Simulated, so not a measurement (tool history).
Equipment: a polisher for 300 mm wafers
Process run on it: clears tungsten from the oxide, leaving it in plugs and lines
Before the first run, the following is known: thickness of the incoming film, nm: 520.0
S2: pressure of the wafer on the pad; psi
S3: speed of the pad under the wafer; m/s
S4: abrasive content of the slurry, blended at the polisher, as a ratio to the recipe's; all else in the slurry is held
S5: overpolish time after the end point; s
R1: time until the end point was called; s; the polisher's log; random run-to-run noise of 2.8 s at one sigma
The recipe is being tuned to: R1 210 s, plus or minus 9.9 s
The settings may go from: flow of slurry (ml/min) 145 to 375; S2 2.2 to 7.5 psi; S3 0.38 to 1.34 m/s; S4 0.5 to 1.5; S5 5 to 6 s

Run 1, day 0: flow of slurry (ml/min) 240, S2 4.8 psi, S3 0.86 m/s, S4 1, S5 6 s. Result: R1 108.31 s.
Run 2, day 0.038: flow of slurry (ml/min) 240, S2 4.8 psi, S3 0.86 m/s, S4 0.9, S5 6 s. Result: R1 108.22 s.
Run 3, day 0.292: flow of slurry (ml/min) 220, S2 4.8 psi, S3 0.86 m/s, S4 0.9, S5 6 s. Result: R1 107.09 s.
Run 4, day 0.588: flow of slurry (ml/min) 220, S2 3.9 psi, S3 0.82 m/s, S4 0.9, S5 6 s. Result: R1 138.9 s.
Run 5, day 0.758: flow of slurry (ml/min) 220, S2 3.3 psi, S3 0.8 m/s, S4 0.9, S5 6 s. Result: R1 168.23 s.
Run 6, day 1.129: flow of slurry (ml/min) 190, S2 3.3 psi, S3 0.8 m/s, S4 0.9, S5 6 s. Result: R1 171.46 s.
Run 7, day 1.288: flow of slurry (ml/min) 190, S2 3 psi, S3 0.8 m/s, S4 0.9, S5 6 s. Result: R1 189.58 s.
Run 8, day 1.575: flow of slurry (ml/min) 185, S2 2.9 psi, S3 0.8 m/s, S4 0.9, S5 6 s. Result: R1 190.98 s.
Run 9, day 1.671: flow of slurry (ml/min) 185, S2 2.8 psi, S3 0.8 m/s, S4 0.9, S5 6 s. Result: R1 193.68 s.

Which of these 4 next moves meets every target?
Run A, day 1.767: flow of slurry (ml/min) 175, S2 2.4 psi, S3 0.94 m/s, S4 1, S5 6 s. Result: R1 ?.
Run B, day 1.767: flow of slurry (ml/min) 145, S2 2.6 psi, S3 0.88 m/s, S4 0.95, S5 5 s. Result: R1 ?.
Run C, day 1.767: flow of slurry (ml/min) 230, S2 2.5 psi, S3 0.76 m/s, S4 1.15, S5 6 s. Result: R1 ?.
Run D, day 1.767: flow of slurry (ml/min) 190, S2 3.2 psi, S3 0.78 m/s, S4 0.85, S5 6 s. Result: R1 ?.

move      R1
   A  191.56
   B  194.47
   C  213.91
   D  181.08
A: misses by more than the last run did
B: neither nearer nor further off than the last run
C: every result lands within tolerance
D: misses by more than the last run did
The right move is C.
